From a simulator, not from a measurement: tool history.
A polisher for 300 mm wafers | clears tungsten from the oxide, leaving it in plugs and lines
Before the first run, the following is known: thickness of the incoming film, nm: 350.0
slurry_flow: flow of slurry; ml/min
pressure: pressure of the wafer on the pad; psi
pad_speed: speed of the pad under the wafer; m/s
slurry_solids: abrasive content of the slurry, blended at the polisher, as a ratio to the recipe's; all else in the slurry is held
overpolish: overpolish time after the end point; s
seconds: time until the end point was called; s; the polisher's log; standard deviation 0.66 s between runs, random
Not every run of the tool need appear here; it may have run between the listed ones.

{"run": 1, "day": 0.0, "slurry_flow": 135, "pressure": 3.1, "pad_speed": 1.22, "slurry_solids": 1, "overpolish": 14, "seconds": 61.391}
{"run": 2, "day": 0.312, "slurry_flow": 135, "pressure": 3.1, "pad_speed": 0.94, "slurry_solids": 1, "overpolish": 14, "seconds": 80.998}
{"run": 3, "day": 0.608, "slurry_flow": 135, "pressure": 3.1, "pad_speed": 0.74, "slurry_solids": 1, "overpolish": 14, "seconds": 100.2}
{"run": 4, "day": 0.738, "slurry_flow": 135, "pressure": 3.1, "pad_speed": 0.74, "slurry_solids": 1, "overpolish": 15, "seconds": 101.29}
{"run": 5, "day": 0.933, "slurry_flow": 135, "pressure": 3.4, "pad_speed": 0.76, "slurry_solids": 1, "overpolish": 15, "seconds": 89.314}
{"run": 6, "day": 1.229, "slurry_flow": 135, "pressure": 3.4, "pad_speed": 0.76, "slurry_solids": 1, "overpolish": 15, "seconds": 87.572}
{"run": 7, "day": 1.271, "slurry_flow": 135, "pressure": 3.7, "pad_speed": 0.76, "slurry_solids": 1, "overpolish": 15, "seconds": 82.305}

Estimate the outcome of run 8 from the log above:
{"run": 8, "day": 1.321, "slurry_flow": 135, "pressure": 3.9, "pad_speed": 0.8, "slurry_solids": 1, "overpolish": 15, "seconds": "?"}

{"run 8": {"seconds": 72.705}}
